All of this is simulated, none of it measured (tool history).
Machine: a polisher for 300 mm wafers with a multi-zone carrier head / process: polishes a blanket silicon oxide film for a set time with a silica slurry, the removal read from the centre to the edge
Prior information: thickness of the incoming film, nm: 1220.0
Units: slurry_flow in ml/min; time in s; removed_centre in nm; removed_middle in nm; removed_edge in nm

run	hour	slurry_flow	centre_zone	middle_zone	edge_zone	slurry_solids	time	removed_centre	removed_middle	removed_edge
1	0.0	320	1.00	1.00	1.00	1.00	37	195.07	188.28	199.04
2	7.7	320	0.91	1.00	1.00	1.00	37	178.17	187.98	200.31
3	12.4	325	0.93	1.02	1.01	1.05	37	184.94	195.01	204.71
4	18.7	325	0.94	1.03	1.01	1.10	37	188.91	203.16	203.90
5	26.1	325	0.95	1.03	1.02	1.15	37	193.78	205.67	216.00
6	27.0	325	0.95	1.08	1.02	1.15	37	195.73	216.60	214.46
7	29.4	325	0.97	1.09	1.03	1.15	37	201.25	215.81	213.06
8	33.2	325	0.98	1.10	1.03	1.15	37	204.30	220.70	214.14
9	40.0	325	0.98	1.10	1.03	1.15	37	205.88	219.76	213.75
10	42.7	325	0.99	1.11	1.04	1.15	37	204.66	219.43	214.09
11	50.2	325	1.00	1.12	1.04	1.15	37	209.50	222.59	212.04

Run 12, settings as shown, results not yet in. Your forecast:
12	53.0	325	1.01	1.13	1.05	1.15	37	?	?	?

{"run 12": {"removed_centre": 213.06, "removed_middle": 220.01, "removed_edge": 216.44}}
